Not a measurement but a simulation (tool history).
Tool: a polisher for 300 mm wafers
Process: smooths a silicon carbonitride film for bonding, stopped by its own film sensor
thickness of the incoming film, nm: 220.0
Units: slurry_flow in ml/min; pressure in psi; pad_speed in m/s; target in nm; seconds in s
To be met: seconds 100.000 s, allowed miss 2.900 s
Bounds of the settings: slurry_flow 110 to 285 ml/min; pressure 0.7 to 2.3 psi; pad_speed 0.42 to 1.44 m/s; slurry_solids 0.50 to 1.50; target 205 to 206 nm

Run 1, day 0.000: slurry_flow 180 ml/min, pressure 1.5 psi, pad_speed 0.92 m/s, slurry_solids 1.00, target 205 nm. Result: seconds 67.461 s.
Run 2, day 0.258: slurry_flow 215 ml/min, pressure 1.5 psi, pad_speed 0.92 m/s, slurry_solids 1.00, target 205 nm. Result: seconds 66.476 s.
Run 3, day 0.388: slurry_flow 215 ml/min, pressure 1.5 psi, pad_speed 0.78 m/s, slurry_solids 1.00, target 205 nm. Result: seconds 74.960 s.
Run 4, day 0.717: slurry_flow 215 ml/min, pressure 1.5 psi, pad_speed 0.88 m/s, slurry_solids 1.00, target 205 nm. Result: seconds 68.170 s.
Run 5, day 0.846: slurry_flow 215 ml/min, pressure 1.5 psi, pad_speed 0.88 m/s, slurry_solids 1.00, target 205 nm. Result: seconds 68.704 s.
Run 6, day 0.950: slurry_flow 215 ml/min, pressure 1.4 psi, pad_speed 0.88 m/s, slurry_solids 1.00, target 205 nm. Result: seconds 71.559 s.
Run 7, day 1.208: slurry_flow 210 ml/min, pressure 1.3 psi, pad_speed 0.88 m/s, slurry_solids 1.00, target 205 nm. Result: seconds 75.896 s.
Run 8, day 1.454: slurry_flow 205 ml/min, pressure 1.2 psi, pad_speed 0.88 m/s, slurry_solids 1.00, target 205 nm. Result: seconds 78.909 s.
At day 1.575: head pressure recalibrated.
Run 9, day 1.575: slurry_flow 205 ml/min, pressure 1.1 psi, pad_speed 0.88 m/s, slurry_solids 1.00, target 205 nm. Result: seconds 86.761 s.
Run 10, day 1.917: slurry_flow 200 ml/min, pressure 1.0 psi, pad_speed 0.88 m/s, slurry_solids 1.00, target 205 nm. Result: seconds 91.574 s.
Run 11, day 2.004: slurry_flow 195 ml/min, pressure 1.0 psi, pad_speed 0.88 m/s, slurry_solids 1.00, target 205 nm. Result: seconds 92.284 s.
Run 12, day 2.233: slurry_flow 190 ml/min, pressure 1.0 psi, pad_speed 0.88 m/s, slurry_solids 1.00, target 205 nm. Result: seconds 92.735 s.
Run 13, day 2.279: slurry_flow 185 ml/min, pressure 1.0 psi, pad_speed 0.88 m/s, slurry_solids 1.00, target 205 nm. Result: seconds 91.577 s.

4 next moves are on the table. One of them brings every result within its allowed miss. Which?
Run A, day 2.325: slurry_flow 195 ml/min, pressure 0.9 psi, pad_speed 0.96 m/s, slurry_solids 0.95, target 205 nm. Result: seconds ?.
Run B, day 2.325: slurry_flow 205 ml/min, pressure 0.8 psi, pad_speed 0.76 m/s, slurry_solids 1.05, target 205 nm. Result: seconds ?.
Run C, day 2.325: slurry_flow 175 ml/min, pressure 0.8 psi, pad_speed 0.96 m/s, slurry_solids 0.85, target 206 nm. Result: seconds ?.
Run D, day 2.325: slurry_flow 155 ml/min, pressure 0.8 psi, pad_speed 0.92 m/s, slurry_solids 1.15, target 205 nm. Result: seconds ?.

move  seconds
   A   94.479
   B  111.060
   C  101.370
   D   95.644
A: nearer than the last run, and not there yet
B: takes the result that was furthest off past its target
C: meets every target
D: nearer than the last run, and not there yet
Move C is the one to make.

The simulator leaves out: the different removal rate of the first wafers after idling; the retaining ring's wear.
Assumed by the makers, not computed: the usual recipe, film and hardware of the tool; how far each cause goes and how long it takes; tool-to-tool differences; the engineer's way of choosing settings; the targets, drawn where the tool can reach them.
